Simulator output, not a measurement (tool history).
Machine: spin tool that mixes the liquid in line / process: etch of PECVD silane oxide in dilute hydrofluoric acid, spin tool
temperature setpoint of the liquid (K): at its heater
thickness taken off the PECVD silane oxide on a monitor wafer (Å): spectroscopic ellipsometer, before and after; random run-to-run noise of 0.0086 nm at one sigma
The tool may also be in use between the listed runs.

run,hour,temperature setpoint of the liquid (K),parts of water to one part of 49 % hydrofluoric acid (parts by volume),time under the liquid (s),thickness taken off the PECVD silane oxide on a monitor wafer (Å)
1,0,297.15,170,15,20.975
2,6.1,297.15,170,15,20.999
3,8.4,297.15,170,15,21.052
4,17.1,295.65,175,15,18.89
5,18.6,295.65,155,15,21.762
6,26.8,298.65,155,15,24.556

Run 7 has not been measured yet. What should we expect?
7,29.7,298.65,155,15,?

Run 7 gave thickness taken off the PECVD silane oxide on a monitor wafer (Å) 24.623.
